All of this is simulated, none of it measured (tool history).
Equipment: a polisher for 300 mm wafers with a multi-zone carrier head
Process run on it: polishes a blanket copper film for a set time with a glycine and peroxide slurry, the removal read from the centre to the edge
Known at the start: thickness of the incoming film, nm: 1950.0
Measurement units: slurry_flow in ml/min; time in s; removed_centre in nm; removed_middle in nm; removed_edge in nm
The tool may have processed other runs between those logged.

Run 1, hour 0: slurry_flow 210 ml/min, centre_zone 1, middle_zone 1, edge_zone 1, time 50 s. Result: removed_centre 283.78 nm, removed_middle 288.03 nm, removed_edge 292.09 nm.
Run 2, hour 0.6: slurry_flow 210 ml/min, centre_zone 1, middle_zone 0.98, edge_zone 0.99, time 48 s. Result: removed_centre 270.91 nm, removed_middle 271.73 nm, removed_edge 271.84 nm.
Run 3, hour 3.8: slurry_flow 210 ml/min, centre_zone 1, middle_zone 0.98, edge_zone 0.99, time 60 s. Result: removed_centre 338.6 nm, removed_middle 338.78 nm, removed_edge 336.74 nm.
Run 4, hour 9.5: slurry_flow 210 ml/min, centre_zone 1, middle_zone 0.98, edge_zone 0.94, time 60 s. Result: removed_centre 343.51 nm, removed_middle 340.96 nm, removed_edge 333.59 nm.
Run 5, hour 14.7: slurry_flow 210 ml/min, centre_zone 1, middle_zone 0.9, edge_zone 0.94, time 60 s. Result: removed_centre 337.84 nm, removed_middle 316.17 nm, removed_edge 343.32 nm.
Run 6, hour 21.1: slurry_flow 210 ml/min, centre_zone 1, middle_zone 0.85, edge_zone 0.94, time 60 s. Result: removed_centre 340.23 nm, removed_middle 302.47 nm, removed_edge 340.19 nm.
Run 7, hour 22.7: slurry_flow 210 ml/min, centre_zone 1, middle_zone 0.85, edge_zone 0.93, time 57 s. Result: removed_centre 322 nm, removed_middle 286.42 nm, removed_edge 320.54 nm.
Run 8, hour 28: slurry_flow 210 ml/min, centre_zone 1, middle_zone 0.85, edge_zone 0.92, time 55 s. Result: removed_centre 313.59 nm, removed_middle 269.78 nm, removed_edge 302.81 nm.
Run 9, hour 36.2: slurry_flow 205 ml/min, centre_zone 0.99, middle_zone 0.85, edge_zone 0.91, time 53 s. Result: removed_centre 294.97 nm, removed_middle 258.44 nm, removed_edge 281.71 nm.
Run 10, hour 43.9: slurry_flow 205 ml/min, centre_zone 0.99, middle_zone 0.85, edge_zone 0.91, time 53 s. Result: removed_centre 295.63 nm, removed_middle 261.13 nm, removed_edge 291.75 nm.
Run 11, hour 49.2: slurry_flow 205 ml/min, centre_zone 0.99, middle_zone 0.85, edge_zone 0.9, time 51 s. Result: removed_centre 282.45 nm, removed_middle 254.54 nm, removed_edge 273.22 nm.
Run 12, hour 51.3: slurry_flow 160 ml/min, centre_zone 1.01, middle_zone 0.81, edge_zone 0.94, time 37 s. Result: removed_centre 201.57 nm, removed_middle 163.32 nm, removed_edge 198.32 nm.
Run 13, hour 54.9: slurry_flow 165 ml/min, centre_zone 1.01, middle_zone 0.82, edge_zone 0.94, time 37 s. Result: removed_centre 202.74 nm, removed_middle 171.83 nm, removed_edge 195.08 nm.
Run 14, hour 61: slurry_flow 170 ml/min, centre_zone 1.01, middle_zone 0.82, edge_zone 0.94, time 37 s. Result: removed_centre 205.27 nm, removed_middle 171.38 nm, removed_edge 201.16 nm.

For run 15, what comes out?
Run 15, hour 66.6: slurry_flow 175 ml/min, centre_zone 1.01, middle_zone 0.82, edge_zone 0.94, time 37 s. Result: removed_centre ?, removed_middle ?, removed_edge ?.

For run 15 the tool returned removed_centre 204.38 nm, removed_middle 173.31 nm, removed_edge 203.27 nm.

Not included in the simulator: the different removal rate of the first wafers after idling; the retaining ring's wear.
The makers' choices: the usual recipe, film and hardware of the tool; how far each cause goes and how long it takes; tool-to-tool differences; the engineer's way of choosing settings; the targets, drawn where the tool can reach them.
